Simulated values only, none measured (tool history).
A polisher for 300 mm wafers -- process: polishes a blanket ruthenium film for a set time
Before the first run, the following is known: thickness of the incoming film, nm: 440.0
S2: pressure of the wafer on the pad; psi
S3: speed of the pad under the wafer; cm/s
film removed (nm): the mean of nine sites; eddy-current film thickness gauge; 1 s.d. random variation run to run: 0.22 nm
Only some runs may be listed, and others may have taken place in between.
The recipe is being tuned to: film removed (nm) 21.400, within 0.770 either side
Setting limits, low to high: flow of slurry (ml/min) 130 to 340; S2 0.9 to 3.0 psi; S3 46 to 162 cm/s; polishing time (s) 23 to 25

run 1 hour=0.0 | flow_of_slurry_(ml/min)=220 S2=1.9 S3=104 polishing_time_(s)=25 | film_removed_(nm)=28.918
run 2 hour=2.0 | flow_of_slurry_(ml/min)=220 S2=1.9 S3=116 polishing_time_(s)=25 | film_removed_(nm)=31.331
run 3 hour=5.6 | flow_of_slurry_(ml/min)=220 S2=1.7 S3=116 polishing_time_(s)=25 | film_removed_(nm)=28.392
run 4 hour=11.0 | flow_of_slurry_(ml/min)=220 S2=1.6 S3=116 polishing_time_(s)=25 | film_removed_(nm)=27.005
run 5 hour=17.3 | flow_of_slurry_(ml/min)=220 S2=1.6 S3=116 polishing_time_(s)=25 | film_removed_(nm)=26.639
run 6 hour=22.5 | flow_of_slurry_(ml/min)=220 S2=1.9 S3=116 polishing_time_(s)=25 | film_removed_(nm)=31.614
run 7 hour=31.5 | flow_of_slurry_(ml/min)=220 S2=1.7 S3=116 polishing_time_(s)=25 | film_removed_(nm)=28.417
run 8 hour=36.6 | flow_of_slurry_(ml/min)=215 S2=1.1 S3=114 polishing_time_(s)=25 | film_removed_(nm)=18.073
run 9 hour=41.4 | flow_of_slurry_(ml/min)=230 S2=1.4 S3=114 polishing_time_(s)=25 | film_removed_(nm)=23.094

Pick the move, out of 4, that brings all results within their allowed miss; only one does.
run A hour=46.2 | flow_of_slurry_(ml/min)=225 S2=1.4 S3=104 polishing_time_(s)=23 | film_removed_(nm)=?
run B hour=46.2 | flow_of_slurry_(ml/min)=285 S2=1.1 S3=126 polishing_time_(s)=23 | film_removed_(nm)=?
run C hour=46.2 | flow_of_slurry_(ml/min)=265 S2=1.5 S3=114 polishing_time_(s)=23 | film_removed_(nm)=?
run D hour=46.2 | flow_of_slurry_(ml/min)=175 S2=1.5 S3=106 polishing_time_(s)=24 | film_removed_(nm)=?

move=A film_removed_(nm)=19.675
move=B film_removed_(nm)=19.326
move=C film_removed_(nm)=23.412
move=D film_removed_(nm)=21.578
A: takes the biggest miss from the last run beyond its target
B: takes the biggest miss from the last run beyond its target
C: misses by more than the last run did
D: all results in spec
Move D is the one to make.
